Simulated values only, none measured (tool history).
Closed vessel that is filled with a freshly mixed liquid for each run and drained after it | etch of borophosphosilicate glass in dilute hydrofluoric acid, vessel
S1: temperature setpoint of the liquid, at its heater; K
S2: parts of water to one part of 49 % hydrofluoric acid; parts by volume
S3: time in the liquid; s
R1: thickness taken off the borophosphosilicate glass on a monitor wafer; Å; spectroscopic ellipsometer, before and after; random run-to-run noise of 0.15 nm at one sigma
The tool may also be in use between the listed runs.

| run | hour | S1 | S2 | S3 | R1 |
|---|---|---|---|---|---|
| 1 | 0.0 | 295.15 | 105 | 100 | 348.12 |
| 2 | 6.4 | 295.15 | 70 | 100 | 543.26 |
| 3 | 9.9 | 295.15 | 105 | 100 | 345.67 |
| 4 | 12.2 | 296.15 | 105 | 100 | 356.27 |
| 5 | 17.6 | 296.15 | 105 | 100 | 360.43 |
| 6 | 19.5 | 296.15 | 75 | 100 | 525.18 |
| 7 | 27.6 | 294.15 | 75 | 100 | 482.42 |
| 8 | 32.2 | 292.65 | 75 | 100 | 451.99 |
| 9 | 38.7 | 290.15 | 80 | 100 | 379.03 |

Forecast run 10:
| 10 | 44.2 | 290.65 | 80 | 100 | ? |

R1: 386.94 Å
